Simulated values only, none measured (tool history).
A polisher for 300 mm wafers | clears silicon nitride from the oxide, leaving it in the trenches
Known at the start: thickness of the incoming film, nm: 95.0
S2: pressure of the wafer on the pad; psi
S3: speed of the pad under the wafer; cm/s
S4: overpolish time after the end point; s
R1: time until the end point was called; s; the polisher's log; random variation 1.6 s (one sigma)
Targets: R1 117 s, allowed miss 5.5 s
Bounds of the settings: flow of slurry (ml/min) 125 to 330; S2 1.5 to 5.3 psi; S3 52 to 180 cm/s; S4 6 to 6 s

run 1 hour=0 | flow_of_slurry_(ml/min)=210 S2=3.4 S3=116 S4=6 | R1=78.294
run 2 hour=4.8 | flow_of_slurry_(ml/min)=240 S2=3.4 S3=116 S4=6 | R1=76.437
run 3 hour=9.7 | flow_of_slurry_(ml/min)=260 S2=3.4 S3=116 S4=6 | R1=76.632
run 4 hour=18.4 | flow_of_slurry_(ml/min)=260 S2=3.4 S3=142 S4=6 | R1=62.338
run 5 hour=20.2 | flow_of_slurry_(ml/min)=260 S2=3.1 S3=142 S4=6 | R1=68.258
run 6 hour=28.5 | flow_of_slurry_(ml/min)=300 S2=3.1 S3=142 S4=6 | R1=66.582
run 7 hour=34.6 | flow_of_slurry_(ml/min)=300 S2=2.6 S3=138 S4=6 | R1=80.405
run 8 hour=40.1 | flow_of_slurry_(ml/min)=300 S2=2.2 S3=136 S4=6 | R1=97.709
run 9 hour=42.5 | flow_of_slurry_(ml/min)=295 S2=1.7 S3=136 S4=6 | R1=123.81

Which of these 4 next moves meets every target?
run A hour=44.9 | flow_of_slurry_(ml/min)=255 S2=1.8 S3=140 S4=6 | R1=?
run B hour=44.9 | flow_of_slurry_(ml/min)=300 S2=1.5 S3=136 S4=6 | R1=?
run C hour=44.9 | flow_of_slurry_(ml/min)=285 S2=1.5 S3=148 S4=6 | R1=?
run D hour=44.9 | flow_of_slurry_(ml/min)=300 S2=1.6 S3=126 S4=6 | R1=?

move=A R1=115.22
move=B R1=138.28
move=C R1=128.15
move=D R1=140.01
A: meets every target
B: further off than the last run
C: further off than the last run
D: further off than the last run
The right move is A.

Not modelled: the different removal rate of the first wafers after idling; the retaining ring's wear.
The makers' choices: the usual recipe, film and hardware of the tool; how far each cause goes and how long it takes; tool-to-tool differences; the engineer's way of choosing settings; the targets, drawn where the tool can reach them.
